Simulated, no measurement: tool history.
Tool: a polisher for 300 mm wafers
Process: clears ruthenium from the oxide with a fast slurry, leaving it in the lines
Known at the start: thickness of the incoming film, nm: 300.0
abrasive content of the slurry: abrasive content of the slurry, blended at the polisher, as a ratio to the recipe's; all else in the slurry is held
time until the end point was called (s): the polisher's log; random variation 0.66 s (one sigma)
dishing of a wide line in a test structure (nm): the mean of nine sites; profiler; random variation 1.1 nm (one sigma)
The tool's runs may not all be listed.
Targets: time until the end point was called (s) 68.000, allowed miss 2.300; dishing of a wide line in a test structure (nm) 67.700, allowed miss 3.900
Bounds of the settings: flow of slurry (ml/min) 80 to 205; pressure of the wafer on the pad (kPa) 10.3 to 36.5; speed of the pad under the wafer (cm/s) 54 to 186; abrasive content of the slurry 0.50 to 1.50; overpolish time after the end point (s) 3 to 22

run  hour  flow of slurry (ml/min)  pressure of the wafer on the pad (kPa)  speed of the pad under the wafer (cm/s)  abrasive content of the slurry  overpolish time after the end point (s)  time until the end point was called (s)  dishing of a wide line in a test structure (nm)
  1   0.0                      135                                    23.4                                      118                            1.00                                       11                                   38.031                                           65.693
  2   8.4                      110                                    23.4                                      118                            1.00                                       11                                   40.745                                           63.271
  3  10.8                      110                                    26.2                                      118                            1.00                                       11                                   36.679                                           68.991
  4  14.6                      125                                    26.2                                      118                            1.00                                       11                                   35.882                                           71.501
  5  22.3                      115                                    21.4                                      116                            1.00                                       13                                   44.102                                           67.848
  6  30.4                      110                                    18.6                                      116                            1.00                                       15                                   51.976                                           67.778
  7  33.4                      105                                    17.2                                      116                            1.00                                       16                                   57.257                                           65.998
  8  41.7                      100                                    16.5                                      116                            1.00                                       17                                   60.215                                           66.965
  9  50.6                       85                                    13.8                                      116                            1.00                                       19                                   74.544                                           59.726
 10  56.6                       90                                    13.8                                      116                            1.00                                       19                                   73.493                                           60.397
 11  57.7                       95                                    13.8                                      116                            1.00                                       19                                   72.087                                           62.271
 12  62.5                      100                                    13.8                                      116                            1.00                                       19                                   71.002                                           63.749
 13  70.4                      115                                    14.5                                      116                            1.00                                       19                                   65.465                                           67.099

Which of these 4 next moves meets every target?
  A  78.3                      120                                    13.1                                      124                            1.10                                       18                                        ?                                                ?
  B  78.3                       90                                    11.0                                      154                            1.05                                       20                                        ?                                                ?
  C  78.3                      125                                    15.9                                      112                            1.05                                       19                                        ?                                                ?
  D  78.3                      115                                    16.5                                      118                            0.85                                       17                                        ?                                                ?

move  time until the end point was called (s)  dishing of a wide line in a test structure (nm)
   A                                   63.539                                           64.429
   B                                   67.771                                           66.645
   C                                   58.515                                           72.048
   D                                   59.606                                           64.790
A: further off than the last run
B: meets every target
C: further off than the last run
D: further off than the last run
The right move is B.
